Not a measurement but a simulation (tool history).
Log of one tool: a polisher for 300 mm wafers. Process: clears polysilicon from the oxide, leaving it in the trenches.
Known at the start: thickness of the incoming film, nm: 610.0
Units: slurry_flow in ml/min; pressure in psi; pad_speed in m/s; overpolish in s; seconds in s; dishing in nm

| run | day | slurry_flow | pressure | pad_speed | overpolish | seconds | dishing |
|---|---|---|---|---|---|---|---|
| 1 | 0.000 | 140 | 3.1 | 0.92 | 10 | 44.388 | 36.192 |
| 2 | 0.371 | 135 | 2.7 | 0.84 | 11 | 56.037 | 36.178 |
| 3 | 0.542 | 135 | 2.4 | 0.78 | 11 | 64.630 | 35.136 |
| 4 | 0.758 | 135 | 1.8 | 0.78 | 11 | 80.477 | 33.457 |
| 5 | 0.879 | 130 | 1.7 | 0.74 | 12 | 86.443 | 32.844 |
| 6 | 1.004 | 145 | 1.7 | 0.68 | 14 | 92.435 | 33.861 |

The next listed run, before its measurement:
| 7 | 1.096 | 145 | 1.6 | 0.66 | 15 | ? | ? |

Run 7 gave seconds 99.965 s, dishing 33.598 nm.

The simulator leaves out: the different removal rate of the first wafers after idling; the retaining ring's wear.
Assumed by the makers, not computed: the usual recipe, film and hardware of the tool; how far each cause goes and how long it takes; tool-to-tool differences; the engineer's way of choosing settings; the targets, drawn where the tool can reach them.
